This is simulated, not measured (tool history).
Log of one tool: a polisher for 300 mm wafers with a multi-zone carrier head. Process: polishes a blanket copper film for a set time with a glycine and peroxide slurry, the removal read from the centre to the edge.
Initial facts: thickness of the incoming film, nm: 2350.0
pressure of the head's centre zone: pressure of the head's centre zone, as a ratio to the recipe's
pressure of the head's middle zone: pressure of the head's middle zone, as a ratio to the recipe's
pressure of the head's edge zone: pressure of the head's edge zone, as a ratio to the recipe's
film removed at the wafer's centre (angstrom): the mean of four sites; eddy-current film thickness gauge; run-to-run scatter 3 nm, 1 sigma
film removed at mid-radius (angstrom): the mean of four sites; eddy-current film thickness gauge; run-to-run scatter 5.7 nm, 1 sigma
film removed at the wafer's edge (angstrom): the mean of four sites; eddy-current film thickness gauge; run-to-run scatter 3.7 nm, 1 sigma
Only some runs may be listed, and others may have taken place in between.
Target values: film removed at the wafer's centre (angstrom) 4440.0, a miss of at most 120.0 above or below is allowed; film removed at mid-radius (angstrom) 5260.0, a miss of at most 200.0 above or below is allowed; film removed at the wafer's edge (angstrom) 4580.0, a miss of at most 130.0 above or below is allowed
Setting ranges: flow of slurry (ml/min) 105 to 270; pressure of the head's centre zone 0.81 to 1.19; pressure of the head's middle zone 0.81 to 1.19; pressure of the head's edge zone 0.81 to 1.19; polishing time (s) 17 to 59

run  hour  flow of slurry (ml/min)  pressure of the head's centre zone  pressure of the head's middle zone  pressure of the head's edge zone  polishing time (s)  film removed at the wafer's centre (angstrom)  film removed at mid-radius (angstrom)  film removed at the wafer's edge (angstrom)
  1   0.0                      175                                1.00                                1.00                              1.00                  38                                         3551.7                                 3270.8                                       3257.0
  2   2.3                      180                                0.99                                1.03                              1.02                  40                                         3761.0                                 3563.1                                       3528.0
  3   5.1                      180                                0.99                                1.03                              1.02                  44                                         4096.9                                 3923.0                                       3849.8
  4  13.7                      180                                0.99                                0.99                              1.02                  44                                         4118.9                                 3816.5                                       3872.8
  5  22.7                      180                                0.99                                0.99                              1.02                  50                                         4578.0                                 4376.8                                       4397.2
  6  28.0                      180                                1.02                                0.99                              1.02                  50                                         4767.3                                 4398.3                                       4327.6
  7  32.8                      180                                1.00                                1.02                              1.01                  50                                         4685.1                                 4449.7                                       4344.3
  8  38.8                      180                                0.98                                1.05                              1.00                  50                                         4578.7                                 4481.6                                       4376.5
  9  43.4                      185                                0.96                                1.07                              0.97                  51                                         4640.3                                 4756.3                                       4414.2
 10  52.1                      185                                0.95                                1.09                              0.97                  51                                         4556.9                                 4714.1                                       4403.0
 11  59.7                      190                                0.94                                1.11                              0.96                  51                                         4518.4                                 4845.1                                       4375.8
     67.1  -- centre zone pressure recalibrated
 12  67.1                      195                                0.93                                1.12                              0.97                  51                                         4316.0                                 4752.1                                       4434.0
 13  74.3                      200                                0.93                                1.13                              0.96                  51                                         4280.9                                 4853.5                                       4373.0
 14  77.9                      205                                0.93                                1.14                              0.96                  51                                         4317.5                                 4940.1                                       4435.8

Of the 5 settings listed for the next run, only one would bring every result within its allowed miss of target. Which one?
  A  81.5                      225                                0.87                                1.09                              1.01                  56                                              ?                                      ?                                            ?
  B  81.5                      200                                0.84                                1.18                              1.07                  54                                              ?                                      ?                                            ?
  C  81.5                      150                                0.83                                1.03                              0.95                  58                                              ?                                      ?                                            ?
  D  81.5                      155                                0.91                                1.16                              0.91                  56                                              ?                                      ?                                            ?
  E  81.5                      190                                0.96                                1.13                              0.89                  55                                              ?                                      ?                                            ?

move  film removed at the wafer's centre (angstrom)  film removed at mid-radius (angstrom)  film removed at the wafer's edge (angstrom)
   A                                         4518.2                                 5386.0                                       4985.1
   B                                         4169.1                                 5372.1                                       4879.2
   C                                         4270.4                                 5168.6                                       4874.0
   D                                         4492.3                                 5359.5                                       4632.7
   E                                         4746.5                                 5303.7                                       4587.7
A: corrects the largest miss of the last run, while another result sits out of spec
B: corrects the largest miss of the last run, while another result sits out of spec
C: corrects the largest miss of the last run, while another result sits out of spec
D: meets every target
E: corrects the largest miss of the last run, while another result sits out of spec
Correct choice: D, which meets every target

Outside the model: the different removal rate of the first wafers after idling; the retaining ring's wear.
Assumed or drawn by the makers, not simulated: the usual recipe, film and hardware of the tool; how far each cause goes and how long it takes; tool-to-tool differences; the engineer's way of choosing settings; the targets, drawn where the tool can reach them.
